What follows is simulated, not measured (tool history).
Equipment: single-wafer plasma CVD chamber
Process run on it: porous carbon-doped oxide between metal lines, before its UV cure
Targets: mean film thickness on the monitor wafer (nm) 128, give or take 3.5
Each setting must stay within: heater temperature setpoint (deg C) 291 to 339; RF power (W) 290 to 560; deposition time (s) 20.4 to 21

| run | hour | heater temperature setpoint (deg C) | RF power (W) | deposition time (s) | mean film thickness on the monitor wafer (nm) |
|---|---|---|---|---|---|
| 1 | 0 | 315 | 425 | 20.4 | 108.43 |
| 2 | 3.8 | 315 | 475 | 20.4 | 117.82 |
| 3 | 11 | 310 | 475 | 20.4 | 120.64 |
| 4 | 15.8 | 317 | 475 | 20.4 | 116.8 |
| 5 | 22.3 | 317 | 495 | 20.4 | 119.85 |
| 6 | 28 | 315 | 500 | 20.4 | 122.06 |
| 7 | 32.1 | 314 | 505 | 20.4 | 123.47 |
| 8 | 33.5 | 313 | 505 | 20.4 | 124.11 |

5 next moves are on the table. One of them brings every result within its allowed miss. Which?
| A | 34.9 | 307 | 540 | 21 | ? |
| B | 34.9 | 302 | 535 | 20.4 | ? |
| C | 34.9 | 316 | 560 | 21 | ? |
| D | 34.9 | 310 | 530 | 21 | ? |
| E | 34.9 | 315 | 505 | 21 | ? |

| move | mean film thickness on the monitor wafer (nm) |
|---|---|
| A | 137.37 |
| B | 135.99 |
| C | 135 |
| D | 133.7 |
| E | 126.41 |
A: carries the result that was furthest off beyond its target, to the other side
B: carries the result that was furthest off beyond its target, to the other side
C: carries the result that was furthest off beyond its target, to the other side
D: carries the result that was furthest off beyond its target, to the other side
E: all results land within tolerance of their targets
The right move is E.
